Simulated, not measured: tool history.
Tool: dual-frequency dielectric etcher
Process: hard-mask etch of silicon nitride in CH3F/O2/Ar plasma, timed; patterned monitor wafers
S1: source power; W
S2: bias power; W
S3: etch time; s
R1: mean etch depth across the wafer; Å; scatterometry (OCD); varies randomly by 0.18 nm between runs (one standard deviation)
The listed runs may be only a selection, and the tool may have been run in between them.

Run 1, hour 0.0: S1 320 W, S2 81 W, S3 88.5 s. Result: R1 671.92 Å.
Run 2, hour 3.4: S1 310 W, S2 81 W, S3 88.5 s. Result: R1 663.74 Å.
Run 3, hour 11.5: S1 300 W, S2 81 W, S3 88.5 s. Result: R1 651.80 Å.
Run 4, hour 14.5: S1 300 W, S2 81 W, S3 88.5 s. Result: R1 652.56 Å.
Run 5, hour 16.4: S1 260 W, S2 81 W, S3 88.5 s. Result: R1 609.34 Å.
Run 6, hour 19.5: S1 260 W, S2 90 W, S3 88.5 s. Result: R1 632.13 Å.

Forecast run 7:
Run 7, hour 27.9: S1 250 W, S2 90 W, S3 88.5 s. Result: R1 ?.

Run 7 measured R1 620.32 Å.
